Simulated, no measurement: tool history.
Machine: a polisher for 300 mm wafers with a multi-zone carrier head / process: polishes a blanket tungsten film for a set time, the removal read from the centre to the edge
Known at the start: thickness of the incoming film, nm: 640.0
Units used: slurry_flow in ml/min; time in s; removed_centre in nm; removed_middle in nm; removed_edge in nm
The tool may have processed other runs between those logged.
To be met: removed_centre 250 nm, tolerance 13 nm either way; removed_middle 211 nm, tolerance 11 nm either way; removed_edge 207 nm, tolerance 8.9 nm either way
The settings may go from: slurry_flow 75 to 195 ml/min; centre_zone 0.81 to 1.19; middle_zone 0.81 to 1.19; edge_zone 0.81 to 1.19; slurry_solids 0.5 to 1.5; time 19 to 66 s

run	hour	slurry_flow	centre_zone	middle_zone	edge_zone	slurry_solids	time	removed_centre	removed_middle	removed_edge
1	0	125	1	1	1	1	42	160.35	158.23	171.15
2	4.5	125	1	1	1	1	48	177.17	177.4	192.34
3	8.4	125	0.91	1	1	1	48	166.83	180.89	193.68
4	9.4	125	0.91	0.91	1	1	48	165.25	176.44	194.32
5	13.1	125	0.91	0.91	1	0.8	48	157.89	163.36	185.57
6	21	125	0.88	0.91	1	0.8	48	154.28	164.67	180.44
7	24.2	135	0.92	0.93	0.97	0.8	48	166.03	173.49	186.67
8	30.4	170	1.02	1.02	0.87	0.7	47	189.44	187.66	173.59
9	34.3	170	1.04	1.02	0.88	0.75	47	203.6	192.69	184.84
10	36	190	1.14	1.06	0.91	0.8	47	230.47	203.86	189.21

Exactly one of the 4 candidate moves below puts every result within its allowed miss. Which one?
A	37.7	185	1.18	1.01	0.98	0.8	50	?	?	?
B	37.7	150	1.02	0.85	1.13	1.15	50	?	?	?
C	37.7	160	1.16	0.82	1.11	0.7	54	?	?	?
D	37.7	145	0.9	1.06	1.01	1	53	?	?	?

move	removed_centre	removed_middle	removed_edge
A	249.19	211.99	208.73
B	211.88	190.24	227.66
C	247.21	190.29	229.03
D	191.12	222.88	220.85
A: hits every target within its allowed miss
B: pushes the last run's worst result past its target
C: pushes the last run's worst result past its target
D: pushes the last run's worst result past its target
A is the move that brings every result within its allowed miss.

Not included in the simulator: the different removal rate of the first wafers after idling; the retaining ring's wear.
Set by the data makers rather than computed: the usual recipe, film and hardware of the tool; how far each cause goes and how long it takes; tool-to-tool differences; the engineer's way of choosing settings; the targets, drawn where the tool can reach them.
